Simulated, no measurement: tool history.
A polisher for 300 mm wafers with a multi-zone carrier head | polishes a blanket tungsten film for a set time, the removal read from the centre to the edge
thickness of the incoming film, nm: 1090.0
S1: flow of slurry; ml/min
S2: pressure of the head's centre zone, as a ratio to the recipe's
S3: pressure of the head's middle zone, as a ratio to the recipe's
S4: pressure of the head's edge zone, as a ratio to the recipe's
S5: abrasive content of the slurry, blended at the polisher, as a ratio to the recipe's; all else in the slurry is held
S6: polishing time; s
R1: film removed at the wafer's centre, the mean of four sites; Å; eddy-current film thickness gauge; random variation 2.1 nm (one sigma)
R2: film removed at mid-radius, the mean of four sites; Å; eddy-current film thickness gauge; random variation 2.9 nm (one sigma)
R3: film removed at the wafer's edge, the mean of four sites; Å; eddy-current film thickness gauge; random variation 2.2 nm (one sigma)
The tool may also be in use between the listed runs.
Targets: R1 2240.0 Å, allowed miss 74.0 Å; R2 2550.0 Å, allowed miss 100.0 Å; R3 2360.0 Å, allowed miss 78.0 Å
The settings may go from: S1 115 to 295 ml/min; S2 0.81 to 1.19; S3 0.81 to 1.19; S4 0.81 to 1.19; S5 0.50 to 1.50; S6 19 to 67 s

| run | hour | S1 | S2 | S3 | S4 | S5 | S6 | R1 | R2 | R3 |
|---|---|---|---|---|---|---|---|---|---|---|
| 1 | 0.0 | 190 | 1.00 | 1.00 | 1.00 | 1.00 | 43 | 2716.7 | 2774.9 | 2760.6 |
| 2 | 3.0 | 190 | 1.00 | 1.00 | 1.05 | 1.00 | 43 | 2733.2 | 2682.0 | 2776.2 |
| 3 | 5.7 | 190 | 1.00 | 1.00 | 1.05 | 1.20 | 43 | 2830.8 | 2932.5 | 2935.5 |
| 4 | 13.1 | 190 | 0.94 | 1.00 | 1.05 | 1.20 | 43 | 2765.6 | 2855.3 | 2963.3 |
| 5 | 14.3 | 180 | 0.93 | 1.03 | 1.01 | 1.05 | 42 | 2533.1 | 2764.4 | 2704.8 |
| 6 | 18.4 | 180 | 0.93 | 1.03 | 0.96 | 1.05 | 42 | 2493.0 | 2737.3 | 2664.6 |
| 7 | 25.3 | 175 | 0.93 | 1.04 | 0.94 | 1.00 | 42 | 2489.8 | 2753.3 | 2600.1 |
| 8 | 33.7 | 150 | 0.87 | 1.00 | 0.86 | 0.80 | 41 | 2095.0 | 2358.2 | 2180.6 |
| 9 | 35.3 | 165 | 0.87 | 1.01 | 0.87 | 0.80 | 41 | 2143.8 | 2448.9 | 2274.6 |
| 10 | 38.9 | 170 | 0.87 | 1.01 | 0.87 | 0.80 | 41 | 2134.7 | 2438.5 | 2297.7 |

Which of these 4 next moves meets every target?
| A | 42.5 | 145 | 0.83 | 1.08 | 0.82 | 0.80 | 42 | ? | ? | ? |
| B | 42.5 | 115 | 0.88 | 1.16 | 0.81 | 1.00 | 41 | ? | ? | ? |
| C | 42.5 | 220 | 0.89 | 1.04 | 0.94 | 0.95 | 38 | ? | ? | ? |
| D | 42.5 | 175 | 0.87 | 1.08 | 0.83 | 0.85 | 42 | ? | ? | ? |

| move | R1 | R2 | R3 |
|---|---|---|---|
| A | 2060.2 | 2548.6 | 2201.9 |
| B | 2089.2 | 2645.0 | 2173.7 |
| C | 2237.8 | 2514.1 | 2342.1 |
| D | 2266.1 | 2688.3 | 2311.3 |
A: further off than the last run
B: further off than the last run
C: meets every target
D: brings the result that was furthest off to its target, and leaves another outside
The right move is C.
